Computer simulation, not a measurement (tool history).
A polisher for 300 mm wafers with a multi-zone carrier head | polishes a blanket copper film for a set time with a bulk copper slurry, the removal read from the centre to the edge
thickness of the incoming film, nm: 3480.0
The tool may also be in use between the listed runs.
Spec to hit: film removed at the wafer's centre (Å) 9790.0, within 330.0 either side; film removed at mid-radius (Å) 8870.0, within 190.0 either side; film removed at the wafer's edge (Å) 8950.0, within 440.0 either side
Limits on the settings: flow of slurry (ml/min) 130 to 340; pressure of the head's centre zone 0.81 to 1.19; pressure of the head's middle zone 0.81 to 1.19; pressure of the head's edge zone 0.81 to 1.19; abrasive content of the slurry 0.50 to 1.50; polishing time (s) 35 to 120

run	hour	flow of slurry (ml/min)	pressure of the head's centre zone	pressure of the head's middle zone	pressure of the head's edge zone	abrasive content of the slurry	polishing time (s)	film removed at the wafer's centre (Å)	film removed at mid-radius (Å)	film removed at the wafer's edge (Å)
1	0.0	220	1.00	1.00	1.00	1.00	77	7634.1	7490.5	7478.0
2	1.0	230	1.03	1.02	1.03	1.05	77	8043.4	7668.2	7624.1
3	6.6	235	1.04	1.03	1.05	1.10	77	8231.2	7875.0	7864.1
4	8.3	235	1.11	1.03	1.05	1.10	77	8638.3	8027.4	7796.1
5	9.1	280	1.11	1.03	1.05	1.10	77	8847.2	8033.8	7799.0
6	13.5	280	1.03	1.03	1.05	1.10	77	8183.1	8046.7	7955.4
7	14.9	280	1.05	1.03	1.07	1.15	77	8525.0	8180.6	8114.3
8	17.8	280	1.07	1.03	1.09	1.20	77	8690.3	8172.0	8217.7
9	21.4	280	1.08	1.04	1.10	1.25	77	8870.9	8387.2	8426.1
10	22.1	280	1.10	1.04	1.11	1.25	77	8978.3	8293.4	8272.2
11	22.9	280	1.11	1.04	1.12	1.30	77	9164.8	8388.3	8834.7
12	24.4	285	1.12	1.05	1.12	1.30	77	8980.4	8420.7	8659.2
13	27.0	285	1.12	1.05	1.12	1.30	77	9135.4	8485.4	8492.5

Of the 4 settings listed for the next run, only one would bring every result within its allowed miss of target. Which one?
A	29.6	295	1.15	0.99	1.12	1.25	80	?	?	?
B	29.6	255	1.11	1.02	1.18	1.10	81	?	?	?
C	29.6	290	1.15	1.04	1.13	1.35	80	?	?	?
D	29.6	295	1.19	1.05	1.03	0.95	82	?	?	?

move	film removed at the wafer's centre (Å)	film removed at mid-radius (Å)	film removed at the wafer's edge (Å)
A	9548.1	8392.2	8912.1
B	9037.4	8383.1	8942.3
C	9685.9	8874.0	9077.3
D	9526.8	8566.5	8293.4
A: moves away from the targets compared with the last run
B: moves away from the targets compared with the last run
C: meets every target
D: better than the last run, though not everything is in spec
C meets every target.
